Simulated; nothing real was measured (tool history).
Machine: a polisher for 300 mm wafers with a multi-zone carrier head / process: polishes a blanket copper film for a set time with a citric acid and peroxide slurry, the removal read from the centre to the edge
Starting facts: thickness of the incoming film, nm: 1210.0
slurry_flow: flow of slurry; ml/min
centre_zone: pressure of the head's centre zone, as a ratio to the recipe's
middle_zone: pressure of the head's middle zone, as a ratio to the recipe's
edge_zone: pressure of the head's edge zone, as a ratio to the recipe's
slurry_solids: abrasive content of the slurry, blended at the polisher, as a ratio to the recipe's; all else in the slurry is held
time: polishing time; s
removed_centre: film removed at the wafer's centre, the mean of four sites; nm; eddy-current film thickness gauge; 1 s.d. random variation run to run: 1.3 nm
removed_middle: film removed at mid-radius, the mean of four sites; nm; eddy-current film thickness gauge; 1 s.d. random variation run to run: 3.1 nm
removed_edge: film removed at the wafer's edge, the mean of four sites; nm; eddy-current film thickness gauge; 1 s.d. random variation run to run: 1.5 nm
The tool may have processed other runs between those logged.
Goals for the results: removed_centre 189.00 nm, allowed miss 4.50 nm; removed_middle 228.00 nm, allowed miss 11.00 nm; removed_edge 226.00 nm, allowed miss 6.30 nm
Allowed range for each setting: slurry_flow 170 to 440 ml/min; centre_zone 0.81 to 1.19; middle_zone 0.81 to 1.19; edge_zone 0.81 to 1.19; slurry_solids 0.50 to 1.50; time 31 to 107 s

{"run": 1, "hour": 0.0, "slurry_flow": 280, "centre_zone": 1.0, "middle_zone": 1.0, "edge_zone": 1.0, "slurry_solids": 1.0, "time": 69, "removed_centre": 187.75, "removed_middle": 191.86, "removed_edge": 195.11}
{"run": 2, "hour": 6.0, "slurry_flow": 285, "centre_zone": 0.99, "middle_zone": 1.02, "edge_zone": 1.02, "slurry_solids": 1.0, "time": 69, "removed_centre": 186.6, "removed_middle": 198.14, "removed_edge": 195.17}
{"run": 3, "hour": 8.7, "slurry_flow": 285, "centre_zone": 0.99, "middle_zone": 1.02, "edge_zone": 1.02, "slurry_solids": 0.85, "time": 69, "removed_centre": 182.94, "removed_middle": 192.44, "removed_edge": 191.94}
{"run": 4, "hour": 15.3, "slurry_flow": 290, "centre_zone": 0.98, "middle_zone": 1.03, "edge_zone": 1.04, "slurry_solids": 0.9, "time": 69, "removed_centre": 181.38, "removed_middle": 194.53, "removed_edge": 192.41}
{"run": 5, "hour": 18.0, "slurry_flow": 290, "centre_zone": 0.98, "middle_zone": 1.03, "edge_zone": 0.95, "slurry_solids": 0.9, "time": 69, "removed_centre": 181.42, "removed_middle": 195.76, "removed_edge": 185.43}
{"run": 6, "hour": 22.7, "slurry_flow": 290, "centre_zone": 0.97, "middle_zone": 1.03, "edge_zone": 0.98, "slurry_solids": 0.95, "time": 69, "removed_centre": 182.49, "removed_middle": 189.11, "removed_edge": 193.66}
{"run": 7, "hour": 24.9, "slurry_flow": 280, "centre_zone": 0.97, "middle_zone": 1.05, "edge_zone": 1.01, "slurry_solids": 0.95, "time": 70, "removed_centre": 180.81, "removed_middle": 198.26, "removed_edge": 195.55}
{"run": 8, "hour": 26.2, "slurry_flow": 285, "centre_zone": 0.97, "middle_zone": 1.06, "edge_zone": 1.03, "slurry_solids": 1.0, "time": 70, "removed_centre": 188.28, "removed_middle": 207.72, "removed_edge": 200.3}
{"run": 9, "hour": 27.7, "slurry_flow": 285, "centre_zone": 0.96, "middle_zone": 1.06, "edge_zone": 1.05, "slurry_solids": 1.05, "time": 70, "removed_centre": 188.35, "removed_middle": 208.23, "removed_edge": 203.94}
{"hour": 31.2, "done": "centre zone pressure recalibrated"}
{"run": 10, "hour": 31.2, "slurry_flow": 285, "centre_zone": 0.95, "middle_zone": 1.07, "edge_zone": 1.06, "slurry_solids": 1.1, "time": 70, "removed_centre": 197.81, "removed_middle": 208.76, "removed_edge": 207.05}
{"run": 11, "hour": 35.5, "slurry_flow": 270, "centre_zone": 0.93, "middle_zone": 1.08, "edge_zone": 1.07, "slurry_solids": 1.1, "time": 71, "removed_centre": 194.45, "removed_middle": 212.26, "removed_edge": 207.62}
{"run": 12, "hour": 37.7, "slurry_flow": 280, "centre_zone": 0.91, "middle_zone": 1.09, "edge_zone": 1.09, "slurry_solids": 1.1, "time": 71, "removed_centre": 193.28, "removed_middle": 215.87, "removed_edge": 211.45}

Exactly one of the 5 candidate moves below puts every result within its allowed miss. Which one?
{"run": "A", "hour": 39.9, "slurry_flow": 365, "centre_zone": 0.89, "middle_zone": 0.98, "edge_zone": 1.03, "slurry_solids": 1.3, "time": 68, "removed_centre": "?", "removed_middle": "?", "removed_edge": "?"}
{"run": "B", "hour": 39.9, "slurry_flow": 320, "centre_zone": 0.85, "middle_zone": 1.13, "edge_zone": 1.07, "slurry_solids": 1.15, "time": 76, "removed_centre": "?", "removed_middle": "?", "removed_edge": "?"}
{"run": "C", "hour": 39.9, "slurry_flow": 305, "centre_zone": 0.84, "middle_zone": 1.15, "edge_zone": 1.06, "slurry_solids": 1.1, "time": 78, "removed_centre": "?", "removed_middle": "?", "removed_edge": "?"}
{"run": "D", "hour": 39.9, "slurry_flow": 175, "centre_zone": 0.85, "middle_zone": 1.12, "edge_zone": 1.13, "slurry_solids": 0.75, "time": 82, "removed_centre": "?", "removed_middle": "?", "removed_edge": "?"}
{"run": "E", "hour": 39.9, "slurry_flow": 225, "centre_zone": 0.91, "middle_zone": 0.93, "edge_zone": 1.03, "slurry_solids": 1.45, "time": 69, "removed_centre": "?", "removed_middle": "?", "removed_edge": "?"}

move=A removed_centre=189.62 removed_middle=200.28 removed_edge=205.83
move=B removed_centre=198.99 removed_middle=243.03 removed_edge=226.83
move=C removed_centre=200.20 removed_middle=250.01 removed_edge=229.06
move=D removed_centre=187.28 removed_middle=228.42 removed_edge=223.72
move=E removed_centre=191.11 removed_middle=191.69 removed_edge=207.43
A: misses by more than the last run did
B: the furthest-off result lands on target, but another misses its tolerance
C: the furthest-off result lands on target, but another misses its tolerance
D: all results in spec
E: misses by more than the last run did
The move that meets every target is D.
